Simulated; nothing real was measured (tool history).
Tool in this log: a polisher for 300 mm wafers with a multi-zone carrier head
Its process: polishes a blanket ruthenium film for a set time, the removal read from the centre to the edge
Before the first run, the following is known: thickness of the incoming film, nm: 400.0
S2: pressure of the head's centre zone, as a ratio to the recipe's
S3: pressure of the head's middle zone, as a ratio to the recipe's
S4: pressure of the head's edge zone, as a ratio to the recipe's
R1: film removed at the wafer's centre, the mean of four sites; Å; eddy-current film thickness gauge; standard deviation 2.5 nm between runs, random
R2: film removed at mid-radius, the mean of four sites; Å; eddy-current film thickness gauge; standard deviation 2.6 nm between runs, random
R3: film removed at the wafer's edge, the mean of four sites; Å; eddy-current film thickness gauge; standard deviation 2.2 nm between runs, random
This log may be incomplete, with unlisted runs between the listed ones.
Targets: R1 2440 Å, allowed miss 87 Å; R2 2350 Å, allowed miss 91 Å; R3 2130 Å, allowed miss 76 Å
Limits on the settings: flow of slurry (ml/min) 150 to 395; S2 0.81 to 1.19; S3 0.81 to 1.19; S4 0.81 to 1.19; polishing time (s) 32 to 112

{"run": 1, "hour": 0.0, "flow of slurry (ml/min)": 250, "S2": 1, "S3": 1, "S4": 1, "polishing time (s)": 72, "R1": 1474.7, "R2": 1433.7, "R3": 1465.2}
{"run": 2, "hour": 9.0, "flow of slurry (ml/min)": 250, "S2": 1, "S3": 1, "S4": 1, "polishing time (s)": 62, "R1": 1276.3, "R2": 1259.2, "R3": 1247.4}
{"run": 3, "hour": 14.4, "flow of slurry (ml/min)": 250, "S2": 0.91, "S3": 1, "S4": 1, "polishing time (s)": 62, "R1": 1118.7, "R2": 1260.4, "R3": 1266.7}
{"run": 4, "hour": 18.9, "flow of slurry (ml/min)": 310, "S2": 0.91, "S3": 1, "S4": 1, "polishing time (s)": 62, "R1": 1154.7, "R2": 1276.8, "R3": 1266.5}
{"run": 5, "hour": 23.3, "flow of slurry (ml/min)": 310, "S2": 0.85, "S3": 1, "S4": 1, "polishing time (s)": 62, "R1": 1092.7, "R2": 1271.8, "R3": 1293.2}
{"run": 6, "hour": 28.8, "flow of slurry (ml/min)": 315, "S2": 0.89, "S3": 1.02, "S4": 1, "polishing time (s)": 68, "R1": 1245.3, "R2": 1407.5, "R3": 1368.1}
{"run": 7, "hour": 32.7, "flow of slurry (ml/min)": 330, "S2": 0.99, "S3": 1.05, "S4": 1.08, "polishing time (s)": 88, "R1": 1785.1, "R2": 1857.5, "R3": 1897.7}
{"run": 8, "hour": 37.0, "flow of slurry (ml/min)": 330, "S2": 1.01, "S3": 1.07, "S4": 1.07, "polishing time (s)": 90, "R1": 1878.9, "R2": 1981.4, "R3": 1884.9}
{"run": 9, "hour": 41.5, "flow of slurry (ml/min)": 330, "S2": 1.03, "S3": 1.08, "S4": 1.08, "polishing time (s)": 91, "R1": 1915.3, "R2": 1985.2, "R3": 1917.3}

Exactly one of the 4 candidate moves below puts every result within its allowed miss. Which one?
{"run": "A", "hour": 46.0, "flow of slurry (ml/min)": 325, "S2": 0.88, "S3": 1.05, "S4": 1.19, "polishing time (s)": 73, "R1": "?", "R2": "?", "R3": "?"}
{"run": "B", "hour": 46.0, "flow of slurry (ml/min)": 315, "S2": 0.87, "S3": 1.01, "S4": 1.19, "polishing time (s)": 76, "R1": "?", "R2": "?", "R3": "?"}
{"run": "C", "hour": 46.0, "flow of slurry (ml/min)": 285, "S2": 1.19, "S3": 0.81, "S4": 1.12, "polishing time (s)": 94, "R1": "?", "R2": "?", "R3": "?"}
{"run": "D", "hour": 46.0, "flow of slurry (ml/min)": 335, "S2": 1.13, "S3": 1.11, "S4": 1.01, "polishing time (s)": 104, "R1": "?", "R2": "?", "R3": "?"}

move=A R1=1322.3 R2=1561.5 R3=1646.6
move=B R1=1357 R2=1569.4 R3=1712.1
move=C R1=2278.3 R2=1601.1 R3=2049.6
move=D R1=2430.7 R2=2335.5 R3=2173
A: the biggest miss grows against the last run
B: the biggest miss grows against the last run
C: the biggest miss grows against the last run
D: every result lands within tolerance
The move that meets every target is D.
